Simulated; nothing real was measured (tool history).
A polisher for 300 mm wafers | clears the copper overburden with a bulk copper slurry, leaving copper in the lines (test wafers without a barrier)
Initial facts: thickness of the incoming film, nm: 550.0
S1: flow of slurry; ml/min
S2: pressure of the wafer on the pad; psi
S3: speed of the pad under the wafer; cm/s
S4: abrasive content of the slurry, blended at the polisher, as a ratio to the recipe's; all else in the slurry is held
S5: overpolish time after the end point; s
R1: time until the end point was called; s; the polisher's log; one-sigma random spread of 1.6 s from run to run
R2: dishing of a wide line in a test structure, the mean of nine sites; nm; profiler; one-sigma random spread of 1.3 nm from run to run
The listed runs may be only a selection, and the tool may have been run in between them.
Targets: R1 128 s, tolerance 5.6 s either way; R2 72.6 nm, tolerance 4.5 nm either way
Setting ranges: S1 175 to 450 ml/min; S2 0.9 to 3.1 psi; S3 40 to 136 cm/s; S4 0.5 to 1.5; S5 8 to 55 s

run  hour   S1   S2   S3  S4  S5      R1      R2
  1     0  290    2   88   1  28  94.951  83.616
  2   3.7  290    2  102   1  28  83.248  90.407
  3  10.7  290  1.8  102   1  29  96.193  88.338
  4  17.7  290  1.8  102   1  17  94.955  60.226
  5  19.1  290  1.8  102   1   8  95.557  33.171
  6  23.2  290  1.8  102   1   8  96.291  33.418
  7  25.1  290  1.3   94   1  22  137.91  55.035
  8  33.7  290  1.3   94   1  23  137.31  54.477
  9  41.1  290  1.3   94   1  24  135.87   58.35
 10    46  290  1.3   94   1  25  135.61  58.289
 11  47.9  290  1.3   94   1  26  137.65  61.515
 12  52.2  290  1.3   94   1  27  134.02  62.142
 13  53.4  290  1.3   94   1  28  138.86  65.684
 14  55.6  290  1.5   94   1  30  117.87  75.588

5 next moves are on the table. One of them brings every result within its allowed miss. Which?
  A  57.8  380    2   70  1.05  19   ?   ?
  B  57.8  325  1.5  102   1.1  26   ?   ?
  C  57.8  250  1.3  104     1  26   ?   ?
  D  57.8  300  1.8   94     1  20   ?   ?
  E  57.8  235  1.7   74   1.1  30   ?   ?

move      R1      R2
   A  108.82  61.198
   B  108.72  73.906
   C  127.49  65.027
   D  99.261  67.317
   E  126.48  74.881
A: moves away from the targets compared with the last run
B: moves away from the targets compared with the last run
C: gets the furthest-off result to its target, but another result is out of tolerance
D: moves away from the targets compared with the last run
E: every result lands within tolerance
So the answer is move E, the one that meets all the targets.
